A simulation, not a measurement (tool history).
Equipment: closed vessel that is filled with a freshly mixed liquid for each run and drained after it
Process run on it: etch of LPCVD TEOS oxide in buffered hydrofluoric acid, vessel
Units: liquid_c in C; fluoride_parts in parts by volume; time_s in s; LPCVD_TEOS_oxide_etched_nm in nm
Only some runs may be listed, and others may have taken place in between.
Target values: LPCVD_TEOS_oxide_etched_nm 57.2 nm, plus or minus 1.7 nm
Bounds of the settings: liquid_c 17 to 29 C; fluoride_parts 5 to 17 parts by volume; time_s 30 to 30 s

| run | hour | liquid_c | fluoride_parts | time_s | LPCVD_TEOS_oxide_etched_nm |
|---|---|---|---|---|---|
| 1 | 0 | 21 | 10.5 | 30 | 35.898 |
| 2 | 3.4 | 22 | 10.5 | 30 | 36.978 |
| 3 | 5.1 | 23 | 10 | 30 | 41.235 |
| 4 | 9.6 | 19.5 | 10 | 30 | 33.967 |
| 5 | 14.3 | 21 | 10 | 30 | 36.752 |
| 6 | 19.1 | 21 | 12 | 30 | 31.143 |
| 7 | 19.6 | 22 | 11.5 | 30 | 34.15 |
| 8 | 24 | 23 | 11 | 30 | 38.345 |
| 9 | 30.4 | 24 | 11 | 30 | 39.869 |
| 10 | 38.7 | 25 | 11 | 30 | 42.135 |
| 11 | 45.5 | 25.5 | 11 | 30 | 43.384 |
| 12 | 50.6 | 26 | 11 | 30 | 44.433 |
| 13 | 54.9 | 26.5 | 11 | 30 | 46.425 |
| 14 | 61.3 | 27 | 11 | 30 | 46.902 |
| 15 | 66.9 | 27.5 | 11 | 30 | 48.218 |
| 16 | 75.8 | 28.5 | 10.5 | 30 | 53.426 |

Which single option among these 4 for the next run brings every result within its allowed miss of target? Just one does.
| A | 84.7 | 27.5 | 11 | 30 | ? |
| B | 84.7 | 27 | 10 | 30 | ? |
| C | 84.7 | 29 | 10 | 30 | ? |
| D | 84.7 | 29 | 11.5 | 30 | ? |

| move | LPCVD_TEOS_oxide_etched_nm |
|---|---|
| A | 48.099 |
| B | 51.382 |
| C | 57.141 |
| D | 49.876 |
A: further off than the last run
B: further off than the last run
C: meets every target
D: further off than the last run
Go with C: it meets all targets.
